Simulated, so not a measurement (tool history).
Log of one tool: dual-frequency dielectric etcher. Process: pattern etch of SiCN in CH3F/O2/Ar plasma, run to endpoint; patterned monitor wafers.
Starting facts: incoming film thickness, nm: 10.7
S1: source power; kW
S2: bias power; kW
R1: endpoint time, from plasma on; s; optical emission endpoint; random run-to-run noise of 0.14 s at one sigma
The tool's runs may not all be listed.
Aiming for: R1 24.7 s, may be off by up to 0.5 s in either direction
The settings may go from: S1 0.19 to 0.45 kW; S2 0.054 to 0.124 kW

run    day    S1     S2      R1
  1      0  0.32  0.089   28.72
  2  0.242  0.34   0.09  28.023
  3  0.358  0.32   0.09   28.69
  4  0.608  0.32  0.098  27.595
  5  0.725  0.33  0.099  27.123
  6  0.892  0.34    0.1  26.949
  7  0.917  0.35  0.101  26.039
  8  1.171  0.36  0.101  25.997
  9  1.271  0.37  0.101  25.903
 10  1.312  0.38  0.101   25.97
 11  1.421  0.39  0.102  25.294

Pick the move, out of 4, that brings all results within their allowed miss; only one does.
  A  1.529  0.35  0.098   ?
  B  1.529  0.42  0.103   ?
  C  1.529  0.37  0.101   ?
  D  1.529  0.38    0.1   ?

move      R1
   A   26.66
   B  24.619
   C  25.843
   D   25.75
A: further off than the last run
B: in spec on every target
C: further off than the last run
D: further off than the last run
The move that meets every target is B.
